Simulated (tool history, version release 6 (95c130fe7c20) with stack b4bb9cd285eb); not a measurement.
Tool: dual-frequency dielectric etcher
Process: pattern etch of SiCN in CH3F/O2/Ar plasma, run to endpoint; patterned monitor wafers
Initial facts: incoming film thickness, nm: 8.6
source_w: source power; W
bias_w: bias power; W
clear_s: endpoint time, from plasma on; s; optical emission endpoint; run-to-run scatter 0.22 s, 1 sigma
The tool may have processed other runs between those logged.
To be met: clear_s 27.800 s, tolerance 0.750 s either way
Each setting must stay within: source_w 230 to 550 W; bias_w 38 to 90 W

run  hour  source_w  bias_w  clear_s
  1   0.0       390      64   23.916
  2   1.3       370      63   24.138
  3   8.6       350      60   25.123
  4  16.0       380      60   24.150
  5  22.6       360      59   24.837
  6  28.5       330      59   25.730
  7  32.1       320      58   25.812
  8  40.7       310      57   25.957
  9  44.9       300      56   26.364
 10  50.2       290      55   27.078

Below are 4 possible settings for the next run. Only one of them brings all results inside the allowed miss of their targets. Which is it?
  A  55.5       330      52        ?
  B  55.5       320      47        ?
  C  55.5       330      54        ?
  D  55.5       280      58        ?

move  clear_s
   A   26.295
   B   27.488
   C   25.923
   D   26.098
A: misses by more than the last run did
B: in spec on every target
C: misses by more than the last run did
D: misses by more than the last run did
So the answer is move B, the one that meets all the targets.
